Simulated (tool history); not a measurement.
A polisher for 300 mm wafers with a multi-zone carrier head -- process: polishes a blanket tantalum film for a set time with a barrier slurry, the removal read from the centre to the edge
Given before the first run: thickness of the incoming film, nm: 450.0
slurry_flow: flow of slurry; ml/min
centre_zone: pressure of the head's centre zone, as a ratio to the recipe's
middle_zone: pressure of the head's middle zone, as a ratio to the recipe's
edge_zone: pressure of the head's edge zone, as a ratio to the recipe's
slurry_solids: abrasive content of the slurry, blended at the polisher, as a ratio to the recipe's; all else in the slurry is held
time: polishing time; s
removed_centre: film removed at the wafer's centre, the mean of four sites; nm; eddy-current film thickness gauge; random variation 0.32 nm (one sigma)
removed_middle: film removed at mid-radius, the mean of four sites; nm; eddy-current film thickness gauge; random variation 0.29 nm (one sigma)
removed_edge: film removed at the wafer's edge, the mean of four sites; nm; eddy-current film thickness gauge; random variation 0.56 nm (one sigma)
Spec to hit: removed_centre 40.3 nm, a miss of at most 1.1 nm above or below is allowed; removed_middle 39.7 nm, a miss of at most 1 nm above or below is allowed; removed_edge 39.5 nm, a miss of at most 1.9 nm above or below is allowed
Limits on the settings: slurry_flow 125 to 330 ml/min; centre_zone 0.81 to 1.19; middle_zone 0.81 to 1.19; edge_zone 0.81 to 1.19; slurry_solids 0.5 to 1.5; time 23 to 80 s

run,hour,slurry_flow,centre_zone,middle_zone,edge_zone,slurry_solids,time,removed_centre,removed_middle,removed_edge
1,0,210,1,1,1,1,51,50.543,50.52,47.983
2,4.1,210,1,0.94,1,1,51,50.537,48.726,50.2
3,6.3,210,1,0.94,1.08,1,51,49.569,48.545,51.205
4,14.2,165,1,0.94,1.08,1,51,48.428,46.057,49.152
5,19.6,165,1,1.02,1.08,1,51,48.43,49.345,51.061
6,20.7,125,1,1.02,1.08,1,51,45.557,47.493,48.196
7,26.2,125,0.98,0.97,1.03,0.95,51,43.678,45.105,46.534
8,32.7,125,0.98,0.97,1.03,0.95,51,44.072,44.846,47.457
9,35.3,150,0.97,0.92,0.93,0.7,50,41.651,41.035,41.887

Consider the 4 candidate settings below. Which is the only one whose results all fall within their allowed miss of target?
A,37.9,185,0.91,0.93,0.85,1.05,46,?,?,?
B,37.9,130,0.98,0.93,0.88,0.8,48,?,?,?
C,37.9,175,0.93,0.94,0.92,0.65,47,?,?,?
D,37.9,160,0.96,0.96,0.88,0.75,48,?,?,?

move,removed_centre,removed_middle,removed_edge
A,40.971,43.431,41.796
B,40.447,40.1,39.932
C,38.032,39.765,39.485
D,40.765,41.952,40.4
A: moves away from the targets compared with the last run
B: hits every target within its allowed miss
C: gets the furthest-off result to its target, but another result is out of tolerance
D: moves away from the targets compared with the last run
Answer: B

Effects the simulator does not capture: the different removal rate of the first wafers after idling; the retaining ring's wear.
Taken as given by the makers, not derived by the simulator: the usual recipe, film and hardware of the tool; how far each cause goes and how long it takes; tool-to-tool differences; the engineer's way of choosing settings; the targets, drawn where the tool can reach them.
